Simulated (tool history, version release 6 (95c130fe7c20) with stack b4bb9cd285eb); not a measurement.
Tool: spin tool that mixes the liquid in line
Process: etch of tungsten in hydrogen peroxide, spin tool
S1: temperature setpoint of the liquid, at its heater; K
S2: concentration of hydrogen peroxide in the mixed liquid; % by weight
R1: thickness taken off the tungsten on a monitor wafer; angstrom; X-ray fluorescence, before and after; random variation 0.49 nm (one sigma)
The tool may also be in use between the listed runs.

Run 1, hour 0.0: S1 329.15 K, S2 22.5 % by weight, time under the liquid (s) 45. Result: R1 1734.5 angstrom.
Run 2, hour 3.7: S1 329.15 K, S2 22.5 % by weight, time under the liquid (s) 45. Result: R1 1725.6 angstrom.
Run 3, hour 8.9: S1 335.65 K, S2 22.5 % by weight, time under the liquid (s) 45. Result: R1 2494.3 angstrom.
Run 4, hour 10.5: S1 335.65 K, S2 22.5 % by weight, time under the liquid (s) 45. Result: R1 2489.1 angstrom.
Run 5, hour 12.2: S1 335.65 K, S2 22.5 % by weight, time under the liquid (s) 50. Result: R1 2768.4 angstrom.
Run 6, hour 17.8: S1 335.65 K, S2 18.0 % by weight, time under the liquid (s) 50. Result: R1 2474.1 angstrom.
Run 7, hour 22.8: S1 335.65 K, S2 18.0 % by weight, time under the liquid (s) 50. Result: R1 2494.7 angstrom.
Run 8, hour 30.4: S1 332.65 K, S2 18.0 % by weight, time under the liquid (s) 50. Result: R1 2086.5 angstrom.
Run 9, hour 37.1: S1 332.65 K, S2 18.0 % by weight, time under the liquid (s) 50. Result: R1 2081.9 angstrom.
At hour 41.6: thermometer replaced.
Run 10, hour 41.6: S1 330.15 K, S2 18.0 % by weight, time under the liquid (s) 50. Result: R1 1693.6 angstrom.

Run 11 comes next. What will it give?
Run 11, hour 50.1: S1 328.65 K, S2 18.0 % by weight, time under the liquid (s) 50. Result: R1 ?.

Run 11 gave R1 1538.1 angstrom.
